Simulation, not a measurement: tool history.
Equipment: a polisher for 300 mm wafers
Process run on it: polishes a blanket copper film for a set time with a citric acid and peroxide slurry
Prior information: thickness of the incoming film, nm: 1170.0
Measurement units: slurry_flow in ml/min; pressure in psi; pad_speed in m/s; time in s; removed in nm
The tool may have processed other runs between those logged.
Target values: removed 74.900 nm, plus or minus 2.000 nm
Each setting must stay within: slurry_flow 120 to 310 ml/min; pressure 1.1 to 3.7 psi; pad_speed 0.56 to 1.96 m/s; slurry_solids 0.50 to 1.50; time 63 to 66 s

run    day  slurry_flow  pressure  pad_speed  slurry_solids  time  removed
  1  0.000          200       2.4       1.26           1.00    63  124.690
  2  0.104          245       2.4       1.26           1.00    63  127.370
  3  0.238          245       2.4       1.00           1.00    63  101.640
  4  0.271          245       2.4       1.00           0.80    63   98.611
  5  0.638          265       2.4       1.00           0.80    63   98.494
  6  0.783          265       2.3       1.00           0.80    63   94.628
  7  0.946          265       2.2       1.00           0.80    63   91.275
  8  1.233          265       2.1       1.00           0.80    63   86.458
  9  1.288          265       2.0       1.00           0.80    63   82.605
 10  1.538          265       1.9       1.00           0.80    63   78.949

Pick the move, out of 4, that brings all results within their allowed miss; only one does.
  A  1.788          265       2.1       0.90           0.75    66        ?
  B  1.788          160       1.5       1.32           0.95    63        ?
  C  1.788          270       2.0       1.00           0.65    63        ?
  D  1.788          260       1.8       1.02           0.75    63        ?

move  removed
   A   82.051
   B   79.516
   C   81.155
   D   76.031
A: misses by more than the last run did
B: misses by more than the last run did
C: misses by more than the last run did
D: every result within its allowed miss
Answer: D

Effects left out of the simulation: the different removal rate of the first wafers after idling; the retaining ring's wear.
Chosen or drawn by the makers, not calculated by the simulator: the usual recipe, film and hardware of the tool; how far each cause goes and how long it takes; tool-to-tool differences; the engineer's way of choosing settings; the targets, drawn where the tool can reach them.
